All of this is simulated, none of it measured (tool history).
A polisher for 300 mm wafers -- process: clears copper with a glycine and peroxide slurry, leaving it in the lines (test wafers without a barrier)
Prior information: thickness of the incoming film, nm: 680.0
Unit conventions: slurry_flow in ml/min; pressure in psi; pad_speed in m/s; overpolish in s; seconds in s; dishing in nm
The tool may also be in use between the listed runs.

run    day  slurry_flow  pressure  pad_speed  overpolish  seconds  dishing
  1  0.000          170       3.2       1.06          27   129.52   81.825
  2  0.367          130       3.2       1.06          27   132.18   81.075
  3  0.738          130       3.2       1.26          27   117.48   84.243
  4  1.100          130       3.1       1.20          31   124.13   90.226
  5  1.204          130       3.0       1.16          34   133.50   92.444
  6  1.250          130       3.0       1.16          25   132.59   75.371
  7  1.412          130       3.0       1.12          30   137.86   80.988
  8  1.767          130       3.0       1.10          34   131.51   91.239
  9  2.017          130       3.0       1.10          34   136.65   92.787

What will run 10 give?
 10  2.267          130       3.0       1.08          36        ?        ?

Logged for run 10: seconds 135.28 s, dishing 94.349 nm.

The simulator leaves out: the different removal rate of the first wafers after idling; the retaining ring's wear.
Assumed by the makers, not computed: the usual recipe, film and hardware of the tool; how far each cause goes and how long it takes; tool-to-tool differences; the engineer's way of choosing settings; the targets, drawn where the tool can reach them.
